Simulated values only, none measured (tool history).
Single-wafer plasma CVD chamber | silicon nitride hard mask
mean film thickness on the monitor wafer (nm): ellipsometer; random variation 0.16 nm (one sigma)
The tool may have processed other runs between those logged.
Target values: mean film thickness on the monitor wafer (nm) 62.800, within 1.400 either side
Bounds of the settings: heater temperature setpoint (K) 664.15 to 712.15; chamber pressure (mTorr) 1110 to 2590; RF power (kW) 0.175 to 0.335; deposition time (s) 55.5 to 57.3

| run | hour | heater temperature setpoint (K) | chamber pressure (mTorr) | RF power (kW) | deposition time (s) | mean film thickness on the monitor wafer (nm) |
|---|---|---|---|---|---|---|
| 1 | 0.0 | 688.15 | 1850 | 0.255 | 55.5 | 56.137 |
| 2 | 5.5 | 688.15 | 1950 | 0.260 | 55.5 | 57.744 |
| 3 | 11.1 | 688.15 | 2110 | 0.260 | 55.5 | 58.539 |
| 4 | 12.0 | 688.15 | 2110 | 0.230 | 55.5 | 53.954 |
| 5 | 20.1 | 688.15 | 2160 | 0.240 | 55.6 | 56.159 |
| 6 | 24.9 | 688.15 | 2210 | 0.245 | 55.7 | 57.484 |
| 7 | 31.2 | 688.15 | 2260 | 0.250 | 55.7 | 58.421 |
| 8 | 38.8 | 688.15 | 2300 | 0.255 | 55.7 | 59.532 |
| 9 | 47.1 | 688.15 | 2330 | 0.260 | 55.7 | 60.705 |

Pick the move, out of 5, that brings all results within their allowed miss; only one does.
| A | 55.4 | 685.15 | 2120 | 0.235 | 57.3 | ? |
| B | 55.4 | 700.15 | 2590 | 0.235 | 56.8 | ? |
| C | 55.4 | 693.15 | 2540 | 0.245 | 56.6 | ? |
| D | 55.4 | 704.15 | 2410 | 0.260 | 57.3 | ? |
| E | 55.4 | 694.15 | 2320 | 0.250 | 56.4 | ? |

| move | mean film thickness on the monitor wafer (nm) |
|---|---|
| A | 56.703 |
| B | 58.481 |
| C | 59.970 |
| D | 62.225 |
| E | 59.333 |
A: the biggest miss grows against the last run
B: the biggest miss grows against the last run
C: the biggest miss grows against the last run
D: every result lands within tolerance
E: the biggest miss grows against the last run
The move that meets every target is D.

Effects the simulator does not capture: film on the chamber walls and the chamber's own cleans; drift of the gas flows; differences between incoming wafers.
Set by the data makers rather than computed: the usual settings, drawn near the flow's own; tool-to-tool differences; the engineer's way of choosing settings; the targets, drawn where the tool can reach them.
